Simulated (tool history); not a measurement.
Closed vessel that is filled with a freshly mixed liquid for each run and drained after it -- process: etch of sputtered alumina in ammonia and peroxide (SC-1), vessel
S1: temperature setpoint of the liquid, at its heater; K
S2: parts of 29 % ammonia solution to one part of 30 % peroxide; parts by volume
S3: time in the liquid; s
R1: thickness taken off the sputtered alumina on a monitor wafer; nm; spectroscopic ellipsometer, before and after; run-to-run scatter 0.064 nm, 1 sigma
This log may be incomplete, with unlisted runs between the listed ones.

{"run": 1, "hour": 0.0, "S1": 330.15, "S2": 0.55, "S3": 145, "R1": 8.852}
{"run": 2, "hour": 4.3, "S1": 331.15, "S2": 0.55, "S3": 145, "R1": 9.3674}
{"run": 3, "hour": 6.4, "S1": 324.15, "S2": 0.55, "S3": 145, "R1": 6.4478}
{"run": 4, "hour": 15.7, "S1": 321.15, "S2": 0.55, "S3": 145, "R1": 5.5295}
{"run": 5, "hour": 21.6, "S1": 321.15, "S2": 0.55, "S3": 155, "R1": 5.8623}
{"run": 6, "hour": 29.5, "S1": 323.15, "S2": 0.55, "S3": 155, "R1": 6.529}
{"run": 7, "hour": 33.0, "S1": 324.65, "S2": 0.55, "S3": 155, "R1": 6.987}
{"run": 8, "hour": 33.9, "S1": 326.15, "S2": 0.55, "S3": 155, "R1": 7.6758}
{"run": 9, "hour": 36.8, "S1": 327.15, "S2": 0.55, "S3": 155, "R1": 8.1705}

What will run 10 give?
{"run": 10, "hour": 40.4, "S1": 334.15, "S2": 0.55, "S3": 155, "R1": "?"}

Run 10 measured R1 11.574 nm.
